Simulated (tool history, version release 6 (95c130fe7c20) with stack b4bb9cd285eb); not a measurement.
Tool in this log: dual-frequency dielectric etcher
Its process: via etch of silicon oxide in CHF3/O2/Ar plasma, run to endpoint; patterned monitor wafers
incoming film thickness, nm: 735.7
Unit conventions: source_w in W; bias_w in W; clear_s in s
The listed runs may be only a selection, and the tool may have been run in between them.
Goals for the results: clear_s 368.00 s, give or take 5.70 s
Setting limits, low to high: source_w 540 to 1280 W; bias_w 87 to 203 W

run  hour  source_w  bias_w  clear_s
  1   0.0       910     145   324.56
  2   1.1       840     145   335.52
  3   8.8       800     144   339.75
  4  10.0       800     126   351.82
  5  11.6       950     126   333.83
  6  14.4       900     125   340.72
  7  16.6       860     124   346.19
  8  22.9       700     120   377.08
  9  31.3       710     120   374.04

Consider the 5 candidate settings below. Which is the only one whose results all fall within their allowed miss of target?
  A  39.7       660     126        ?
  B  39.7       690     111        ?
  C  39.7       590     134        ?
  D  39.7       690     133        ?
  E  39.7       680     115        ?

move  clear_s
   A   378.23
   B   385.31
   C   386.23
   D   367.00
   E   383.68
A: its largest miss is bigger than the last run's
B: its largest miss is bigger than the last run's
C: its largest miss is bigger than the last run's
D: in spec on every target
E: its largest miss is bigger than the last run's
Correct choice: D, which meets every target
